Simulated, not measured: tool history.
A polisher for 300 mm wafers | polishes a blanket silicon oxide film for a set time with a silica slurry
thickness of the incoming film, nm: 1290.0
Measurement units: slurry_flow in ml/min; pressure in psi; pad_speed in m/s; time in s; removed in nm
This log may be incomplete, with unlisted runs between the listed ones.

run 1 hour=0.0 | slurry_flow=195 pressure=4.6 pad_speed=1.52 slurry_solids=1.0 time=97 | removed=427.74
run 2 hour=6.2 | slurry_flow=195 pressure=4.6 pad_speed=1.52 slurry_solids=1.0 time=97 | removed=429.62
run 3 hour=9.0 | slurry_flow=190 pressure=4.0 pad_speed=1.46 slurry_solids=1.0 time=97 | removed=369.37
run 4 hour=14.3 | slurry_flow=210 pressure=4.0 pad_speed=1.46 slurry_solids=1.0 time=97 | removed=374.40
run 5 hour=16.4 | slurry_flow=210 pressure=3.1 pad_speed=1.46 slurry_solids=1.0 time=97 | removed=303.81
run 6 hour=18.7 | slurry_flow=210 pressure=3.7 pad_speed=1.46 slurry_solids=1.0 time=97 | removed=353.63
run 7 hour=22.0 | slurry_flow=210 pressure=3.7 pad_speed=1.46 slurry_solids=1.0 time=97 | removed=355.93
run 8 hour=27.4 | slurry_flow=195 pressure=3.3 pad_speed=1.44 slurry_solids=1.0 time=97 | removed=313.63
run 9 hour=31.2 | slurry_flow=185 pressure=3.0 pad_speed=1.40 slurry_solids=1.0 time=97 | removed=285.95
run 10 hour=40.0 | slurry_flow=180 pressure=2.8 pad_speed=1.38 slurry_solids=1.0 time=97 | removed=269.17
run 11 hour=48.7 | slurry_flow=175 pressure=2.6 pad_speed=1.36 slurry_solids=1.0 time=97 | removed=247.22
run 12 hour=55.0 | slurry_flow=165 pressure=2.5 pad_speed=1.36 slurry_solids=1.0 time=97 | removed=238.39
run 13 hour=56.3 | slurry_flow=155 pressure=2.5 pad_speed=1.36 slurry_solids=1.0 time=97 | removed=236.20

Run 14 is up next; what results do you expect?
run 14 hour=61.6 | slurry_flow=150 pressure=2.5 pad_speed=1.36 slurry_solids=1.0 time=97 | removed=?

Run 14 measured removed 232.56 nm.
